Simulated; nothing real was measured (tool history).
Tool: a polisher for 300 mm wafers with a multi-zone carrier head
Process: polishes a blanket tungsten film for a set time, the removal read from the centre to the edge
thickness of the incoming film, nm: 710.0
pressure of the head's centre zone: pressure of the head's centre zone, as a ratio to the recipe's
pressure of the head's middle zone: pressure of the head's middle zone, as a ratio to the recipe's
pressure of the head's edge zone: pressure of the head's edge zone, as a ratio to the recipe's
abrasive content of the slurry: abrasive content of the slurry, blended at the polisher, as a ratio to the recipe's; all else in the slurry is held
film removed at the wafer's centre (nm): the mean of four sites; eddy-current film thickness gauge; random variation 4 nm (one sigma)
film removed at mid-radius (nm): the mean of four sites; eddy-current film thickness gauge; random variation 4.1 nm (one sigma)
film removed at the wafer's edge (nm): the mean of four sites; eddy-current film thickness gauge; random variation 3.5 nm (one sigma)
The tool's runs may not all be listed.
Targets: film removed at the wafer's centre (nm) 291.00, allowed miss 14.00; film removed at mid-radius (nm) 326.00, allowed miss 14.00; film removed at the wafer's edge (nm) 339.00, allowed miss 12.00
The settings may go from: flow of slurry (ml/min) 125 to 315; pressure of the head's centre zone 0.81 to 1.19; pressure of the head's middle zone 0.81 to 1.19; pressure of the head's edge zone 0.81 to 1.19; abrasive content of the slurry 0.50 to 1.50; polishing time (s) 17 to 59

run,hour,flow of slurry (ml/min),pressure of the head's centre zone,pressure of the head's middle zone,pressure of the head's edge zone,abrasive content of the slurry,polishing time (s),film removed at the wafer's centre (nm),film removed at mid-radius (nm),film removed at the wafer's edge (nm)
1,0.0,205,1.00,1.00,1.00,1.00,38,202.74,206.71,209.31
2,3.6,205,1.00,1.00,0.94,1.00,38,203.71,207.53,206.21
3,5.1,205,1.00,1.00,0.99,1.00,38,207.70,203.58,216.28
4,6.1,210,0.99,1.04,1.02,1.15,40,212.17,229.35,234.30
5,14.2,210,0.99,1.04,1.02,1.15,48,259.50,269.71,280.28
6,15.1,215,1.00,1.06,1.04,1.25,49,278.97,280.27,296.57
7,21.0,220,0.99,1.08,1.06,1.30,49,280.75,293.20,303.29
8,27.1,225,0.98,1.09,1.08,1.35,49,279.15,303.58,306.69
9,30.5,225,0.97,1.09,1.10,1.40,49,276.57,305.60,314.46
10,36.3,230,0.97,1.09,1.12,1.45,49,276.18,309.87,318.32
11,37.5,230,0.97,1.09,1.12,1.45,49,278.80,307.68,322.32

5 next moves are on the table. One of them brings every result within its allowed miss. Which?
A,38.7,240,1.04,1.06,1.15,1.45,47,?,?,?
B,38.7,240,0.94,1.13,1.14,1.25,53,?,?,?
C,38.7,235,1.07,1.17,1.03,1.45,48,?,?,?
D,38.7,210,0.94,0.93,1.19,1.50,50,?,?,?
E,38.7,260,0.85,1.16,1.18,1.30,50,?,?,?

move,film removed at the wafer's centre (nm),film removed at mid-radius (nm),film removed at the wafer's edge (nm)
A,291.03,294.84,309.51
B,288.02,336.42,337.29
C,304.62,319.25,297.83
D,272.66,283.87,331.20
E,251.51,330.15,329.84
A: further off than the last run
B: meets every target
C: further off than the last run
D: brings the result that was furthest off to its target, and leaves another outside
E: brings the result that was furthest off to its target, and leaves another outside
Move B is the one to make.
